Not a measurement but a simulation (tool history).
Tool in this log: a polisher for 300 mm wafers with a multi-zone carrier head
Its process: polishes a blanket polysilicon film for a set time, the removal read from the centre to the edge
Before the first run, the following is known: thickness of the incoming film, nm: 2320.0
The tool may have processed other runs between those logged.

| run | hour | flow of slurry (ml/min) | pressure of the head's centre zone | pressure of the head's middle zone | pressure of the head's edge zone | polishing time (s) | film removed at the wafer's centre (nm) | film removed at mid-radius (nm) | film removed at the wafer's edge (nm) |
|---|---|---|---|---|---|---|---|---|---|
| 1 | 0.0 | 295 | 1.00 | 1.00 | 1.00 | 67 | 565.45 | 576.74 | 577.30 |
| 2 | 7.9 | 295 | 1.05 | 1.00 | 1.00 | 67 | 582.44 | 577.99 | 572.53 |
| 3 | 12.9 | 295 | 1.05 | 1.00 | 0.93 | 67 | 589.32 | 575.41 | 553.43 |
| 4 | 20.1 | 295 | 1.07 | 1.00 | 0.90 | 63 | 568.59 | 543.81 | 517.38 |
| 5 | 24.2 | 295 | 1.08 | 1.01 | 0.88 | 60 | 541.26 | 516.29 | 491.66 |
| 6 | 29.6 | 295 | 1.08 | 1.01 | 0.83 | 60 | 545.33 | 522.40 | 467.61 |
| 7 | 35.5 | 295 | 1.09 | 1.01 | 0.83 | 58 | 532.39 | 508.93 | 455.57 |
| 8 | 43.3 | 280 | 1.13 | 1.01 | 0.81 | 50 | 463.27 | 422.43 | 390.39 |

What does the tool deliver on the next run?
| 9 | 46.7 | 295 | 1.13 | 1.02 | 0.81 | 50 | ? | ? | ? |

{"run 9": {"film removed at the wafer's centre (nm)": 476.69, "film removed at mid-radius (nm)": 444.46, "film removed at the wafer's edge (nm)": 392.14}}
